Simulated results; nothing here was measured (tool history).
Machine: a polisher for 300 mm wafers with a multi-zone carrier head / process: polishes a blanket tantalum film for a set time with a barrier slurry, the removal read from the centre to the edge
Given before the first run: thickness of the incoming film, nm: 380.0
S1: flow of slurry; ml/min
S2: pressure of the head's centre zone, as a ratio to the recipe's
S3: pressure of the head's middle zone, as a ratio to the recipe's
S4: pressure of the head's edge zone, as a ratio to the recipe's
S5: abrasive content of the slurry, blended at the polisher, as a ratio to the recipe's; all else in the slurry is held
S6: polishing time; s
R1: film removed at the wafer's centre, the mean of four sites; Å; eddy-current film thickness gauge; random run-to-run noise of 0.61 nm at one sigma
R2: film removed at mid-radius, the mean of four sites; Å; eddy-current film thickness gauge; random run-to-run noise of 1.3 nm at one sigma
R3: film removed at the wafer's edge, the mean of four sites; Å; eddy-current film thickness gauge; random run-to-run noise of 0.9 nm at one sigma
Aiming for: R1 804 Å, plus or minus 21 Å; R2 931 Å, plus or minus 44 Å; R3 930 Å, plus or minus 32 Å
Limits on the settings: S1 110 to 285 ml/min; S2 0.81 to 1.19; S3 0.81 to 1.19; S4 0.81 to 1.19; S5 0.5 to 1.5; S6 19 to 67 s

Run 1, hour 0: S1 180 ml/min, S2 1, S3 1, S4 1, S5 1, S6 43 s. Result: R1 744.89 Å, R2 796.71 Å, R3 762.7 Å.
Run 2, hour 1: S1 180 ml/min, S2 1, S3 1, S4 1, S5 1.1, S6 43 s. Result: R1 758.24 Å, R2 822.2 Å, R3 768.86 Å.
Run 3, hour 3.2: S1 180 ml/min, S2 1, S3 1, S4 0.93, S5 1.1, S6 43 s. Result: R1 762.24 Å, R2 820.24 Å, R3 763.71 Å.
Run 4, hour 5.4: S1 205 ml/min, S2 1, S3 1, S4 0.93, S5 1.1, S6 43 s. Result: R1 781.67 Å, R2 845.26 Å, R3 754.6 Å.
Run 5, hour 11.6: S1 185 ml/min, S2 0.99, S3 1, S4 0.96, S5 1.2, S6 44 s. Result: R1 784.2 Å, R2 859.25 Å, R3 805.96 Å.
Run 6, hour 16.6: S1 180 ml/min, S2 0.99, S3 1, S4 0.98, S5 1.25, S6 44 s. Result: R1 793.02 Å, R2 859.61 Å, R3 822.59 Å.
Run 7, hour 17.5: S1 210 ml/min, S2 0.93, S3 1.05, S4 1.08, S5 1.4, S6 44 s. Result: R1 796.35 Å, R2 940.28 Å, R3 896.49 Å.
Run 8, hour 18.4: S1 210 ml/min, S2 0.93, S3 1.05, S4 1.09, S5 1.4, S6 44 s. Result: R1 784.78 Å, R2 944.32 Å, R3 894.19 Å.

5 next moves are on the table. One of them brings every result within its allowed miss. Which?
Run A, hour 19.3: S1 230 ml/min, S2 0.92, S3 1.01, S4 1.11, S5 1.35, S6 45 s. Result: R1 ?, R2 ?, R3 ?.
Run B, hour 19.3: S1 200 ml/min, S2 0.86, S3 1.02, S4 0.84, S5 1.45, S6 48 s. Result: R1 ?, R2 ?, R3 ?.
Run C, hour 19.3: S1 195 ml/min, S2 0.92, S3 1.05, S4 1.12, S5 1.5, S6 43 s. Result: R1 ?, R2 ?, R3 ?.
Run D, hour 19.3: S1 245 ml/min, S2 0.93, S3 0.9, S4 1.12, S5 1.25, S6 45 s. Result: R1 ?, R2 ?, R3 ?.
Run E, hour 19.3: S1 240 ml/min, S2 0.95, S3 1.12, S4 1.11, S5 1.2, S6 43 s. Result: R1 ?, R2 ?, R3 ?.

move      R1      R2      R3
   A  809.56  940.16  934.19
   B  801.61  1005.8  878.64
   C  770.93   920.5  900.96
   D  810.51  865.25   928.1
   E  782.07   939.9  870.51
A: each result inside its tolerance
B: moves away from the targets compared with the last run
C: puts the biggest miss on target and leaves a different result outside tolerance
D: puts the biggest miss on target and leaves a different result outside tolerance
E: moves away from the targets compared with the last run
Go with A: it meets all targets.
